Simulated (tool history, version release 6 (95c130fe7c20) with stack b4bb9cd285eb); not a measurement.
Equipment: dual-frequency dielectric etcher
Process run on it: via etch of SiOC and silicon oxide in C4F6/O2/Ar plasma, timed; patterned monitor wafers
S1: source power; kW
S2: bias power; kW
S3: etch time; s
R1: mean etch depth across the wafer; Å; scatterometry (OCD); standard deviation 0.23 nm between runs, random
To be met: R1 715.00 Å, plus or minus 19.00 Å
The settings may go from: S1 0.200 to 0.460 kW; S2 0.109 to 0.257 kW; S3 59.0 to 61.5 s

run  hour     S1     S2    S3      R1
  1   0.0  0.330  0.183  59.0  588.01
  2   9.0  0.360  0.183  59.0  613.27
  3  12.1  0.380  0.188  59.0  634.45
  4  12.9  0.390  0.192  59.0  646.57
  5  20.9  0.430  0.192  59.0  670.56
  6  27.4  0.430  0.170  59.0  648.35
  7  33.3  0.430  0.176  59.5  661.48
  8  36.5  0.430  0.181  59.5  665.06
  9  44.3  0.430  0.186  59.5  671.72
 10  52.3  0.430  0.190  59.5  673.95
 11  58.3  0.430  0.194  59.5  679.53
 12  65.3  0.430  0.197  59.5  688.85

Consider the 4 candidate settings below. Which is the only one whose results all fall within their allowed miss of target?
  A  72.3  0.390  0.182  61.5   ?
  B  72.3  0.400  0.202  60.5   ?
  C  72.3  0.440  0.221  59.0   ?
  D  72.3  0.460  0.149  61.5   ?

move      R1
   A  661.91
   B  678.53
   C  708.09
   D  673.46
A: the biggest miss grows against the last run
B: the biggest miss grows against the last run
C: hits every target within its allowed miss
D: the biggest miss grows against the last run
C meets every target.

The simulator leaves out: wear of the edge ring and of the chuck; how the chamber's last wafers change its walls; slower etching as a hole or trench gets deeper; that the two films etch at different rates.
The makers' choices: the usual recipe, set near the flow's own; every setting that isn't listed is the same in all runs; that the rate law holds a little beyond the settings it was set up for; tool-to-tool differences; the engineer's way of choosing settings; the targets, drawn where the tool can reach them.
